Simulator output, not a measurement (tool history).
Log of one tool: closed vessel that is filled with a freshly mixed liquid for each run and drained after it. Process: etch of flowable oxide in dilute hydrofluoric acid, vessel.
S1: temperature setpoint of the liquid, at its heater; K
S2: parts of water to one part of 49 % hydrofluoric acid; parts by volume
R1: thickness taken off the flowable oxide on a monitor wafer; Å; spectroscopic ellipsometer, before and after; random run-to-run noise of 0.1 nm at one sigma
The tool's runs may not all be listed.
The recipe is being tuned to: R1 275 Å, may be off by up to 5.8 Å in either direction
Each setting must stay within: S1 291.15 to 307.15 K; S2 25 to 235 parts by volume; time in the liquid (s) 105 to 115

run 1 hour=0 | S1=299.15 S2=130 time_in_the_liquid_(s)=105 | R1=326.8
run 2 hour=5.3 | S1=298.15 S2=130 time_in_the_liquid_(s)=105 | R1=312.23
run 3 hour=8 | S1=297.65 S2=130 time_in_the_liquid_(s)=105 | R1=308.3
run 4 hour=8.9 | S1=300.65 S2=130 time_in_the_liquid_(s)=105 | R1=345.12
run 5 hour=13.4 | S1=299.65 S2=130 time_in_the_liquid_(s)=105 | R1=332.28
run 6 hour=21.8 | S1=303.15 S2=130 time_in_the_liquid_(s)=105 | R1=378.3
run 7 hour=24.8 | S1=301.15 S2=130 time_in_the_liquid_(s)=105 | R1=348.99
run 8 hour=33 | S1=299.65 S2=130 time_in_the_liquid_(s)=105 | R1=333.11
run 9 hour=38.1 | S1=298.65 S2=130 time_in_the_liquid_(s)=105 | R1=320.04
run 10 hour=41.2 | S1=297.65 S2=130 time_in_the_liquid_(s)=105 | R1=309.16
run 11 hour=47.2 | S1=297.65 S2=130 time_in_the_liquid_(s)=105 | R1=309.19
run 12 hour=51.2 | S1=297.15 S2=130 time_in_the_liquid_(s)=105 | R1=303.88
run 13 hour=57.5 | S1=296.65 S2=130 time_in_the_liquid_(s)=105 | R1=295.62
run 14 hour=61.2 | S1=296.15 S2=130 time_in_the_liquid_(s)=105 | R1=290.55
run 15 hour=67.5 | S1=295.65 S2=130 time_in_the_liquid_(s)=105 | R1=285.06

Which of these 4 next moves meets every target?
run A hour=73.8 | S1=294.15 S2=125 time_in_the_liquid_(s)=110 | R1=?
run B hour=73.8 | S1=296.15 S2=130 time_in_the_liquid_(s)=105 | R1=?
run C hour=73.8 | S1=292.65 S2=120 time_in_the_liquid_(s)=105 | R1=?
run D hour=73.8 | S1=294.65 S2=125 time_in_the_liquid_(s)=105 | R1=?

move=A R1=292.84
move=B R1=289.29
move=C R1=275.55
move=D R1=285.17
A: the biggest miss grows against the last run
B: the biggest miss grows against the last run
C: each result inside its tolerance
D: roughly where the last run was
Answer: C
